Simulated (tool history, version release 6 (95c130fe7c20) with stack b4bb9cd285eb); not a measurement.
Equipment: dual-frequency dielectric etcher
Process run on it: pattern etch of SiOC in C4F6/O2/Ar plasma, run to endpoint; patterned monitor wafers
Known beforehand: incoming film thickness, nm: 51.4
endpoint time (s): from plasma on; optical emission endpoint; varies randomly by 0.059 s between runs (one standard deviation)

run  hour  bias power (kW)  source power (kW)  endpoint time (s)
  1   0.0            0.619              0.360             16.374
  2   0.9            0.619              0.300             17.149
  3   5.2            0.692              0.330             16.192
  4   7.4            0.739              0.330             15.688
  5  10.4            0.777              0.360             14.879
  6  11.4            0.803              0.370             14.603
  7  16.0            0.822              0.380             14.328
  8  17.1            0.835              0.390             14.175

Estimate the outcome of run 9 from the log above:
  9  22.0            0.844              0.400                  ?

endpoint time (s): 14.013
